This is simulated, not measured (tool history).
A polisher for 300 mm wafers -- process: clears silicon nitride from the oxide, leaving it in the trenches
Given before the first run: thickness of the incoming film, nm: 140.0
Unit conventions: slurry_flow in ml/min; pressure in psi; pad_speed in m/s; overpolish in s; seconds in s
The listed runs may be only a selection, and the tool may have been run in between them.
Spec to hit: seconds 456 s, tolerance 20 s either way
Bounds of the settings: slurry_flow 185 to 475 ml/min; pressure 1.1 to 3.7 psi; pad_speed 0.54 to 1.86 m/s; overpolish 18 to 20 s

run  hour  slurry_flow  pressure  pad_speed  overpolish  seconds
  1     0          305       2.4       1.18          18   162.15
  2   6.6          305       2.4       1.18          20   164.81
  3   9.8          305       2.4       1.18          18   163.75
  4  17.3          300         2          1          18   230.89
  5  18.6          300       1.7        0.9          18   298.84
  6  22.3          260       1.7        0.9          18   301.29
  7  24.3          260       1.7        0.9          18   295.74
  8  32.1          260       1.5       0.84          18   361.45
  9  39.4          260       1.4       0.84          18   382.62
 10  44.9          260       1.3       0.84          18   422.91

Consider the 4 candidate settings below. Which is the only one whose results all fall within their allowed miss of target?
  A  50.4          255       1.4        0.8          18        ?
  B  50.4          205       1.2       0.84          18        ?
  C  50.4          305       1.1       0.76          19        ?
  D  50.4          260       1.2       0.72          20        ?

move  seconds
   A   404.16
   B   455.23
   C   525.26
   D   516.19
A: its largest miss is bigger than the last run's
B: each result inside its tolerance
C: takes the biggest miss from the last run beyond its target
D: takes the biggest miss from the last run beyond its target
The right move is B.

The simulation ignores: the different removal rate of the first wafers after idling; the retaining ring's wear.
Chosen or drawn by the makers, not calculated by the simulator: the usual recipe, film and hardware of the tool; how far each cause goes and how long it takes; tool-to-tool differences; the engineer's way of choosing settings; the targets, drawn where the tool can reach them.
